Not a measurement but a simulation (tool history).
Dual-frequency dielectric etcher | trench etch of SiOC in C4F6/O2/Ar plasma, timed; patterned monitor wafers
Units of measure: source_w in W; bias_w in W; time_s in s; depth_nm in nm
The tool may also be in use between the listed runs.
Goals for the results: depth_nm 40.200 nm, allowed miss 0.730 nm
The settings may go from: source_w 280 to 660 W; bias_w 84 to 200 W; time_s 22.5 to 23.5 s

run	hour	source_w	bias_w	time_s	depth_nm
1	0.0	470	142	22.5	47.302
2	2.5	440	140	22.5	45.492
3	10.7	420	139	22.5	44.563
4	13.4	420	139	23.5	46.793
5	14.6	420	139	23.5	46.767
6	19.2	400	138	23.5	45.725
7	23.4	380	137	23.5	44.638
8	24.3	360	136	23.5	43.672
# hour 30.6: bias power generator calibrated
9	30.6	350	135	23.5	41.998
10	33.2	340	135	23.5	41.821
11	41.3	290	132	23.5	38.577
12	43.9	300	132	23.5	39.027

4 candidate next runs follow, results not yet known. Just one meets every target within its allowed miss. Identify it.
A	46.5	300	130	23.0	?
B	46.5	320	138	23.0	?
C	46.5	350	112	23.5	?
D	46.5	320	133	22.5	?

move	depth_nm
A	38.177
B	40.263
C	38.621
D	38.716
A: the biggest miss grows against the last run
B: all results land within tolerance of their targets
C: the biggest miss grows against the last run
D: the biggest miss grows against the last run
The right move is B.
